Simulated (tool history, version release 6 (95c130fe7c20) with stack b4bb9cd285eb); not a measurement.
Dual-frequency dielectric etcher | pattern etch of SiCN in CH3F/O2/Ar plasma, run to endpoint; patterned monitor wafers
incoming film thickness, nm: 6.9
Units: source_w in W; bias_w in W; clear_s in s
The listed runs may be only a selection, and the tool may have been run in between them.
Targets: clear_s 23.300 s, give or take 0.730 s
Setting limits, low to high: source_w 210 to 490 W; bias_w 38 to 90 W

run  hour  source_w  bias_w  clear_s
  1   0.0       350      64   19.653
  2   7.5       350      60   20.232
  3  13.7       290      60   21.306
  4  15.9       290      64   20.464
  5  24.7       280      61   21.558
  6  31.2       270      60   21.598
  7  36.3       260      58   22.095
  8  42.9       260      58   22.509

Consider the 4 candidate settings below. Which is the only one whose results all fall within their allowed miss of target?
  A  49.5       220      48        ?
  B  49.5       340      49        ?
  C  49.5       240      65        ?
  D  49.5       290      61        ?

move  clear_s
   A   25.820
   B   23.014
   C   21.425
   D   21.234
A: carries the result that was furthest off beyond its target, to the other side
B: all results in spec
C: its largest miss is bigger than the last run's
D: its largest miss is bigger than the last run's
Go with B: it meets all targets.
